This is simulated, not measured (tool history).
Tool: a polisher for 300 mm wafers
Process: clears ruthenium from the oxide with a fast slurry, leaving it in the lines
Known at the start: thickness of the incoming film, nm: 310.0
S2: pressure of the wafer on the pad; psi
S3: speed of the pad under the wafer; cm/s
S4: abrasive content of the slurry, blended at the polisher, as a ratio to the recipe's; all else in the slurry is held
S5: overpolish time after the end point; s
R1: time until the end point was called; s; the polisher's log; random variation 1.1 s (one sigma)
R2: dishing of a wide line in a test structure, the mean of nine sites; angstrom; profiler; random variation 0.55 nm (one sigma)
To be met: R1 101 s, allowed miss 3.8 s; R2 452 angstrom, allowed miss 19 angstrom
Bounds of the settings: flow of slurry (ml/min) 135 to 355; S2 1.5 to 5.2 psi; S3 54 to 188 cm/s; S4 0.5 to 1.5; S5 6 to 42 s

Run 1, hour 0: flow of slurry (ml/min) 225, S2 3.3 psi, S3 120 cm/s, S4 1, S5 21 s. Result: R1 57.294 s, R2 687.7 angstrom.
Run 2, hour 4: flow of slurry (ml/min) 225, S2 2.7 psi, S3 120 cm/s, S4 1, S5 21 s. Result: R1 68.211 s, R2 603.51 angstrom.
Run 3, hour 8: flow of slurry (ml/min) 225, S2 2.5 psi, S3 120 cm/s, S4 1, S5 21 s. Result: R1 72.036 s, R2 572.97 angstrom.
Run 4, hour 14.8: flow of slurry (ml/min) 225, S2 2.4 psi, S3 120 cm/s, S4 1, S5 21 s. Result: R1 74.8 s, R2 567.94 angstrom.
Run 5, hour 15.3: flow of slurry (ml/min) 225, S2 2.9 psi, S3 120 cm/s, S4 1, S5 21 s. Result: R1 63.903 s, R2 635.15 angstrom.
Run 6, hour 17.3: flow of slurry (ml/min) 225, S2 2.9 psi, S3 108 cm/s, S4 1, S5 21 s. Result: R1 71.73 s, R2 584.83 angstrom.
Run 7, hour 22.5: flow of slurry (ml/min) 225, S2 2.9 psi, S3 108 cm/s, S4 1, S5 21 s. Result: R1 71.342 s, R2 596.34 angstrom.
Run 8, hour 25.5: flow of slurry (ml/min) 225, S2 2.7 psi, S3 108 cm/s, S4 1, S5 21 s. Result: R1 75.781 s, R2 556.2 angstrom.
Run 9, hour 28: flow of slurry (ml/min) 225, S2 2.6 psi, S3 108 cm/s, S4 1, S5 21 s. Result: R1 78.371 s, R2 547.91 angstrom.
Run 10, hour 34.7: flow of slurry (ml/min) 225, S2 2.5 psi, S3 108 cm/s, S4 1, S5 21 s. Result: R1 79.516 s, R2 521.64 angstrom.
Run 11, hour 37.4: flow of slurry (ml/min) 225, S2 2.5 psi, S3 108 cm/s, S4 1, S5 21 s. Result: R1 81.276 s, R2 534.6 angstrom.
Run 12, hour 41: flow of slurry (ml/min) 225, S2 2.4 psi, S3 108 cm/s, S4 1, S5 21 s. Result: R1 82.131 s, R2 507.12 angstrom.
Run 13, hour 48: flow of slurry (ml/min) 225, S2 2.3 psi, S3 108 cm/s, S4 1, S5 21 s. Result: R1 86.141 s, R2 509.65 angstrom.
Run 14, hour 55.9: flow of slurry (ml/min) 225, S2 2.2 psi, S3 108 cm/s, S4 1, S5 21 s. Result: R1 87.917 s, R2 486.45 angstrom.

5 next moves are on the table. One of them brings every result within its allowed miss. Which?
Run A, hour 63.8: flow of slurry (ml/min) 140, S2 4 psi, S3 58 cm/s, S4 1.25, S5 21 s. Result: R1 ?, R2 ?.
Run B, hour 63.8: flow of slurry (ml/min) 265, S2 1.8 psi, S3 134 cm/s, S4 1.15, S5 15 s. Result: R1 ?, R2 ?.
Run C, hour 63.8: flow of slurry (ml/min) 245, S2 1.7 psi, S3 122 cm/s, S4 0.9, S5 22 s. Result: R1 ?, R2 ?.
Run D, hour 63.8: flow of slurry (ml/min) 240, S2 2.9 psi, S3 90 cm/s, S4 1, S5 18 s. Result: R1 ?, R2 ?.
Run E, hour 63.8: flow of slurry (ml/min) 195, S2 2.6 psi, S3 116 cm/s, S4 1.1, S5 19 s. Result: R1 ?, R2 ?.

move      R1      R2
   A  94.285  462.96
   B  78.596  405.94
   C  99.709  459.31
   D   84.48  445.97
   E  70.923  539.15
A: nearer than the last run, and not there yet
B: further off than the last run
C: meets every target
D: further off than the last run
E: further off than the last run
The right move is C.
